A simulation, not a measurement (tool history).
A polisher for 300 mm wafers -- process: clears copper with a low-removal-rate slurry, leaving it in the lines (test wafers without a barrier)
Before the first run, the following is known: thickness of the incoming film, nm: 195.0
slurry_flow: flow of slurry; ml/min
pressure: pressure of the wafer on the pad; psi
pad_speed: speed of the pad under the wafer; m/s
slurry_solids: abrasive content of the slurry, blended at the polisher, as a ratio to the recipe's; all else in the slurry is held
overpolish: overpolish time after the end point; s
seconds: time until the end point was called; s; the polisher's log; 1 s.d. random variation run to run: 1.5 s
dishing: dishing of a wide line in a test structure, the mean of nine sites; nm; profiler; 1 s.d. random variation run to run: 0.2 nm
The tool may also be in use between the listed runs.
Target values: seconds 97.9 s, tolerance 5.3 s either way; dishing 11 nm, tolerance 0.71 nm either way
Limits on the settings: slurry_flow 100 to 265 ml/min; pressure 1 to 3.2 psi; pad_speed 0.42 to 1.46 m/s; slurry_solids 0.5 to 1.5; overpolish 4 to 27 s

Run 1, hour 0: slurry_flow 170 ml/min, pressure 2.1 psi, pad_speed 0.94 m/s, slurry_solids 1, overpolish 14 s. Result: seconds 125.49 s, dishing 14.061 nm.
Run 2, hour 3.4: slurry_flow 170 ml/min, pressure 2.2 psi, pad_speed 0.94 m/s, slurry_solids 1, overpolish 13 s. Result: seconds 120.55 s, dishing 13.392 nm.
Run 3, hour 7.8: slurry_flow 170 ml/min, pressure 2.2 psi, pad_speed 0.94 m/s, slurry_solids 1, overpolish 16 s. Result: seconds 122.76 s, dishing 16.379 nm.
Run 4, hour 13.7: slurry_flow 170 ml/min, pressure 2.2 psi, pad_speed 0.94 m/s, slurry_solids 0.85, overpolish 16 s. Result: seconds 127.9 s, dishing 15.921 nm.
Run 5, hour 19.3: slurry_flow 175 ml/min, pressure 2.3 psi, pad_speed 0.94 m/s, slurry_solids 0.85, overpolish 15 s. Result: seconds 119.47 s, dishing 15.385 nm.
Run 6, hour 26.7: slurry_flow 135 ml/min, pressure 2.3 psi, pad_speed 0.94 m/s, slurry_solids 0.85, overpolish 15 s. Result: seconds 127.33 s, dishing 14.697 nm.
Run 7, hour 33.3: slurry_flow 140 ml/min, pressure 2.4 psi, pad_speed 0.94 m/s, slurry_solids 0.85, overpolish 14 s. Result: seconds 122.18 s, dishing 14.778 nm.
Run 8, hour 40: slurry_flow 150 ml/min, pressure 2.4 psi, pad_speed 0.94 m/s, slurry_solids 0.85, overpolish 13 s. Result: seconds 121.19 s, dishing 14.257 nm.
Run 9, hour 45.7: slurry_flow 160 ml/min, pressure 2.4 psi, pad_speed 0.94 m/s, slurry_solids 0.85, overpolish 12 s. Result: seconds 118.85 s, dishing 13.933 nm.
Run 10, hour 53.6: slurry_flow 160 ml/min, pressure 2.4 psi, pad_speed 0.94 m/s, slurry_solids 0.85, overpolish 12 s. Result: seconds 119.11 s, dishing 13.511 nm.
Run 11, hour 56.7: slurry_flow 165 ml/min, pressure 2.4 psi, pad_speed 0.94 m/s, slurry_solids 0.85, overpolish 11 s. Result: seconds 119.71 s, dishing 12.626 nm.
Run 12, hour 65.3: slurry_flow 170 ml/min, pressure 2.4 psi, pad_speed 0.94 m/s, slurry_solids 0.85, overpolish 10 s. Result: seconds 115.91 s, dishing 11.526 nm.
Run 13, hour 73: slurry_flow 170 ml/min, pressure 2.4 psi, pad_speed 0.94 m/s, slurry_solids 0.85, overpolish 10 s. Result: seconds 113.36 s, dishing 11.463 nm.
Run 14, hour 74.5: slurry_flow 180 ml/min, pressure 2.7 psi, pad_speed 0.96 m/s, slurry_solids 0.85, overpolish 7 s. Result: seconds 101.73 s, dishing 9.4266 nm.

Exercise: of the 5 proposed moves below, exactly one satisfies all targets within the stated allowed misses. Which move is it?
Run A, hour 76: slurry_flow 170 ml/min, pressure 2.4 psi, pad_speed 0.98 m/s, slurry_solids 0.8, overpolish 9 s. Result: seconds ?, dishing ?.
Run B, hour 76: slurry_flow 195 ml/min, pressure 2.9 psi, pad_speed 1.08 m/s, slurry_solids 0.85, overpolish 7 s. Result: seconds ?, dishing ?.
Run C, hour 76: slurry_flow 165 ml/min, pressure 3 psi, pad_speed 0.76 m/s, slurry_solids 1, overpolish 9 s. Result: seconds ?, dishing ?.
Run D, hour 76: slurry_flow 230 ml/min, pressure 3.2 psi, pad_speed 0.8 m/s, slurry_solids 0.95, overpolish 8 s. Result: seconds ?, dishing ?.
Run E, hour 76: slurry_flow 170 ml/min, pressure 2.5 psi, pad_speed 0.92 m/s, slurry_solids 1.05, overpolish 11 s. Result: seconds ?, dishing ?.

move  seconds  dishing
   A   115.36   10.916
   B   85.511   11.399
   C   115.35   10.945
   D   99.828   11.206
   E   111.31   13.316
A: brings the last run's worst result on target, with another outside its allowed miss
B: brings the last run's worst result on target, with another outside its allowed miss
C: brings the last run's worst result on target, with another outside its allowed miss
D: all results in spec
E: takes the biggest miss from the last run beyond its target
D meets every target.
